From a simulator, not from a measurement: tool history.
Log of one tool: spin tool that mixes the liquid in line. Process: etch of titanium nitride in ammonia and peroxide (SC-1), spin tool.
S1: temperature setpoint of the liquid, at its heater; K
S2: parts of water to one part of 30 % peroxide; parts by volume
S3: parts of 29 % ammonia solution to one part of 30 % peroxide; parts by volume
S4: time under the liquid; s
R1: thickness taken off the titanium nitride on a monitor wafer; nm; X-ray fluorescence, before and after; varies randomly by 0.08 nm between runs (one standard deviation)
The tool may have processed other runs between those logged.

{"run": 1, "hour": 0.0, "S1": 325.15, "S2": 7.0, "S3": 0.95, "S4": 325, "R1": 19.411}
{"run": 2, "hour": 4.1, "S1": 323.65, "S2": 7.0, "S3": 0.95, "S4": 325, "R1": 17.611}
{"run": 3, "hour": 5.0, "S1": 323.65, "S2": 8.0, "S3": 0.95, "S4": 325, "R1": 16.613}
{"run": 4, "hour": 8.1, "S1": 323.65, "S2": 7.0, "S3": 0.95, "S4": 325, "R1": 17.732}
{"run": 5, "hour": 9.8, "S1": 322.15, "S2": 7.0, "S3": 0.95, "S4": 325, "R1": 15.899}
{"run": 6, "hour": 15.8, "S1": 321.15, "S2": 7.0, "S3": 0.95, "S4": 325, "R1": 14.544}
{"run": 7, "hour": 16.9, "S1": 320.15, "S2": 7.0, "S3": 0.95, "S4": 325, "R1": 13.863}
{"run": 8, "hour": 18.4, "S1": 319.15, "S2": 7.0, "S3": 0.95, "S4": 325, "R1": 12.944}
{"run": 9, "hour": 20.1, "S1": 318.15, "S2": 7.0, "S3": 0.95, "S4": 325, "R1": 11.851}
{"run": 10, "hour": 25.8, "S1": 317.65, "S2": 7.0, "S3": 0.95, "S4": 325, "R1": 11.458}
{"run": 11, "hour": 28.6, "S1": 317.15, "S2": 7.0, "S3": 0.95, "S4": 325, "R1": 11.179}
{"run": 12, "hour": 35.1, "S1": 316.65, "S2": 7.0, "S3": 0.95, "S4": 325, "R1": 10.719}
{"run": 13, "hour": 36.8, "S1": 316.15, "S2": 7.0, "S3": 0.95, "S4": 325, "R1": 10.163}

Expected results for the next run?
{"run": 14, "hour": 42.3, "S1": 315.65, "S2": 7.0, "S3": 0.95, "S4": 325, "R1": "?"}

Run 14 gave R1 9.833 nm.
